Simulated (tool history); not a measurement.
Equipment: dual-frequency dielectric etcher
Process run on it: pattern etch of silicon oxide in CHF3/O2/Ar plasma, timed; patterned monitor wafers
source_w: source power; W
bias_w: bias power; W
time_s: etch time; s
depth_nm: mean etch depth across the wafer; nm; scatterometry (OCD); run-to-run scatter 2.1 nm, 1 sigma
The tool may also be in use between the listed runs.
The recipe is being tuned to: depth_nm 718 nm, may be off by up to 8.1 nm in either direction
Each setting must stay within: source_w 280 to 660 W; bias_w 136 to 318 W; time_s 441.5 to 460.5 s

| run | hour | source_w | bias_w | time_s | depth_nm |
|---|---|---|---|---|---|
| 1 | 0 | 470 | 227 | 441.5 | 862 |
| 2 | 2.3 | 440 | 223 | 441.5 | 836.97 |
| 3 | 4.1 | 420 | 220 | 441.5 | 817.08 |
| 4 | 6.4 | 400 | 218 | 441.5 | 797.5 |
| 5 | 12.4 | 400 | 218 | 460.5 | 835.79 |
| 6 | 21 | 380 | 215 | 460.5 | 816.51 |
| 7 | 22.2 | 370 | 212 | 460.5 | 806.98 |
| 8 | 22.7 | 360 | 209 | 460.5 | 794.52 |
| 9 | 28.4 | 350 | 207 | 460.5 | 784.01 |
| 10 | 36.9 | 280 | 184 | 459.5 | 697.67 |

Exactly one of the 5 candidate moves below puts every result within its allowed miss. Which one?
| A | 45.4 | 310 | 208 | 441.5 | ? |
| B | 45.4 | 350 | 144 | 450 | ? |
| C | 45.4 | 280 | 174 | 452.5 | ? |
| D | 45.4 | 300 | 175 | 448 | ? |
| E | 45.4 | 280 | 201 | 447 | ? |

| move | depth_nm |
|---|---|
| A | 719.57 |
| B | 690.69 |
| C | 675.12 |
| D | 686.15 |
| E | 695.61 |
A: every result within its allowed miss
B: further off than the last run
C: further off than the last run
D: further off than the last run
E: further off than the last run
Go with A: it meets all targets.

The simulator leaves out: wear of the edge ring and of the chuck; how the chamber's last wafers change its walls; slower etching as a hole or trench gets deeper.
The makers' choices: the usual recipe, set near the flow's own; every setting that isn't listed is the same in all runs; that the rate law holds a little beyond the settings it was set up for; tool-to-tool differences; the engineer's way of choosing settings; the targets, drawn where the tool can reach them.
